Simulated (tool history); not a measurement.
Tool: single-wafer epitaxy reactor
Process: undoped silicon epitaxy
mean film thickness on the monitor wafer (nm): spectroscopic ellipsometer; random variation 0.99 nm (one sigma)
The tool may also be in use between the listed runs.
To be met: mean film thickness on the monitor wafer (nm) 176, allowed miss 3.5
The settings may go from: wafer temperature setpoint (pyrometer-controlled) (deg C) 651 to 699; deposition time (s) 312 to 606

| run | hour | wafer temperature setpoint (pyrometer-controlled) (deg C) | deposition time (s) | mean film thickness on the monitor wafer (nm) |
|---|---|---|---|---|
| 1 | 0 | 675 | 459 | 127.57 |
| 2 | 4.9 | 675 | 424 | 118.95 |
| 3 | 12.5 | 675 | 460 | 127.55 |
| 4 | 21.6 | 675 | 410 | 114.32 |
| 5 | 23.9 | 680 | 411 | 126.67 |
| 6 | 28.8 | 674 | 411 | 111.69 |
| 7 | 35.2 | 679 | 412 | 123.75 |
| 8 | 42.7 | 684 | 413 | 137.42 |
| 9 | 44.2 | 684 | 413 | 136.45 |

Which of these 4 next moves meets every target?
| A | 45.7 | 688 | 514 | ? |
| B | 45.7 | 695 | 433 | ? |
| C | 45.7 | 699 | 420 | ? |
| D | 45.7 | 694 | 470 | ? |

| move | mean film thickness on the monitor wafer (nm) |
|---|---|
| A | 182.86 |
| B | 175.2 |
| C | 182.76 |
| D | 186.72 |
A: takes the result that was furthest off past its target
B: meets every target
C: takes the result that was furthest off past its target
D: takes the result that was furthest off past its target
The right move is B.
